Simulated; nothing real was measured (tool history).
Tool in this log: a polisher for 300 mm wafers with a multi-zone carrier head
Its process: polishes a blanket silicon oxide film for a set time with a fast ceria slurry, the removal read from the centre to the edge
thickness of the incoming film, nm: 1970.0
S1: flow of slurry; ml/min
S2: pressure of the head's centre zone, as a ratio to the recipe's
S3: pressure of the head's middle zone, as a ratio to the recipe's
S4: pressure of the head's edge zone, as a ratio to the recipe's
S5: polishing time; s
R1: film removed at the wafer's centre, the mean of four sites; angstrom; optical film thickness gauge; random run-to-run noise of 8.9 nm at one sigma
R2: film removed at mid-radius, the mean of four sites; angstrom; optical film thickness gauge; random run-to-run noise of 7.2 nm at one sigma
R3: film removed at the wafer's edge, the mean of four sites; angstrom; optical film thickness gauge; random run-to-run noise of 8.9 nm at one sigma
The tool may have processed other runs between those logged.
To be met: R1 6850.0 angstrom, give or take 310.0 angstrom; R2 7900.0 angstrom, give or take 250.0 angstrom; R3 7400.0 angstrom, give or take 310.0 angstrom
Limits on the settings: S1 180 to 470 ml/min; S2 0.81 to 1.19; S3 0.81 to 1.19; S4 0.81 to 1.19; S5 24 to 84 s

| run | hour | S1 | S2 | S3 | S4 | S5 | R1 | R2 | R3 |
|---|---|---|---|---|---|---|---|---|---|
| 1 | 0.0 | 300 | 1.00 | 1.00 | 1.00 | 54 | 6069.8 | 6291.7 | 6231.8 |
| 2 | 5.7 | 300 | 1.00 | 1.02 | 1.02 | 55 | 6349.5 | 6437.5 | 6475.2 |
| 3 | 12.2 | 300 | 1.00 | 1.02 | 1.11 | 55 | 6360.6 | 6410.6 | 6746.7 |
| 4 | 18.5 | 305 | 0.99 | 1.05 | 1.11 | 56 | 6407.9 | 6577.3 | 6852.5 |
| 5 | 21.3 | 305 | 0.99 | 1.05 | 1.11 | 46 | 5452.3 | 5457.3 | 5591.2 |
| 6 | 25.8 | 305 | 0.98 | 1.07 | 1.10 | 49 | 5569.0 | 5914.8 | 6060.0 |
| 7 | 27.9 | 350 | 1.06 | 1.17 | 1.07 | 59 | 7401.9 | 7841.3 | 7173.5 |
| 8 | 31.9 | 350 | 1.06 | 1.17 | 1.07 | 59 | 7473.2 | 7763.1 | 7022.4 |
| 9 | 33.0 | 345 | 1.04 | 1.17 | 1.08 | 59 | 7234.3 | 7752.4 | 7218.3 |

Pick the move, out of 5, that brings all results within their allowed miss; only one does.
| A | 34.1 | 335 | 0.96 | 1.15 | 1.04 | 61 | ? | ? | ? |
| B | 34.1 | 280 | 1.03 | 1.12 | 1.10 | 59 | ? | ? | ? |
| C | 34.1 | 295 | 1.02 | 1.13 | 1.04 | 63 | ? | ? | ? |
| D | 34.1 | 410 | 1.08 | 1.12 | 1.13 | 60 | ? | ? | ? |
| E | 34.1 | 340 | 1.11 | 1.11 | 1.14 | 59 | ? | ? | ? |

| move | R1 | R2 | R3 |
|---|---|---|---|
| A | 6925.7 | 7832.8 | 7400.9 |
| B | 7093.7 | 7313.2 | 7284.1 |
| C | 7531.2 | 7898.4 | 7595.8 |
| D | 7776.1 | 7620.5 | 7647.8 |
| E | 7759.7 | 7349.1 | 7485.9 |
A: hits every target within its allowed miss
B: corrects the largest miss of the last run, while another result sits out of spec
C: moves away from the targets compared with the last run
D: moves away from the targets compared with the last run
E: moves away from the targets compared with the last run
Correct choice: A, which meets every target
